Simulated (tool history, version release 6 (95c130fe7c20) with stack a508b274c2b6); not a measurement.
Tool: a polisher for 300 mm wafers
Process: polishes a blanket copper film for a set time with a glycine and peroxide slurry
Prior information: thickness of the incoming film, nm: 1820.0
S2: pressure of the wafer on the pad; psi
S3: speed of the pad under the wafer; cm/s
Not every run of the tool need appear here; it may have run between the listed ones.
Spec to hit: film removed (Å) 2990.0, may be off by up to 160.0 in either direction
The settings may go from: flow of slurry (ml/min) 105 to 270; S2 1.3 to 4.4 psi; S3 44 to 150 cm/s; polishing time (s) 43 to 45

Run 1, hour 0.0: flow of slurry (ml/min) 175, S2 2.8 psi, S3 96 cm/s, polishing time (s) 43. Result: film removed (Å) 1842.5.
Run 2, hour 1.0: flow of slurry (ml/min) 175, S2 3.0 psi, S3 98 cm/s, polishing time (s) 43. Result: film removed (Å) 2081.2.
Run 3, hour 4.4: flow of slurry (ml/min) 175, S2 3.0 psi, S3 84 cm/s, polishing time (s) 43. Result: film removed (Å) 1817.7.
Run 4, hour 10.7: flow of slurry (ml/min) 175, S2 3.0 psi, S3 84 cm/s, polishing time (s) 45. Result: film removed (Å) 1930.2.
Run 5, hour 14.0: flow of slurry (ml/min) 175, S2 3.6 psi, S3 84 cm/s, polishing time (s) 45. Result: film removed (Å) 2181.4.
Run 6, hour 15.8: flow of slurry (ml/min) 175, S2 3.6 psi, S3 60 cm/s, polishing time (s) 45. Result: film removed (Å) 1718.2.
Run 7, hour 19.5: flow of slurry (ml/min) 185, S2 4.4 psi, S3 88 cm/s, polishing time (s) 45. Result: film removed (Å) 2725.0.
Run 8, hour 28.0: flow of slurry (ml/min) 185, S2 4.4 psi, S3 90 cm/s, polishing time (s) 45. Result: film removed (Å) 2782.0.

5 next moves are on the table. One of them brings every result within its allowed miss. Which?
Run A, hour 36.5: flow of slurry (ml/min) 135, S2 4.4 psi, S3 92 cm/s, polishing time (s) 43. Result: film removed (Å) ?.
Run B, hour 36.5: flow of slurry (ml/min) 210, S2 3.7 psi, S3 96 cm/s, polishing time (s) 45. Result: film removed (Å) ?.
Run C, hour 36.5: flow of slurry (ml/min) 185, S2 4.4 psi, S3 96 cm/s, polishing time (s) 45. Result: film removed (Å) ?.
Run D, hour 36.5: flow of slurry (ml/min) 165, S2 3.7 psi, S3 102 cm/s, polishing time (s) 43. Result: film removed (Å) ?.
Run E, hour 36.5: flow of slurry (ml/min) 180, S2 4.1 psi, S3 92 cm/s, polishing time (s) 43. Result: film removed (Å) ?.

move  film removed (Å)
   A            2579.8
   B            2604.1
   C            2971.4
   D            2525.9
   E            2561.9
A: misses by more than the last run did
B: misses by more than the last run did
C: all results in spec
D: misses by more than the last run did
E: misses by more than the last run did
The right move is C.
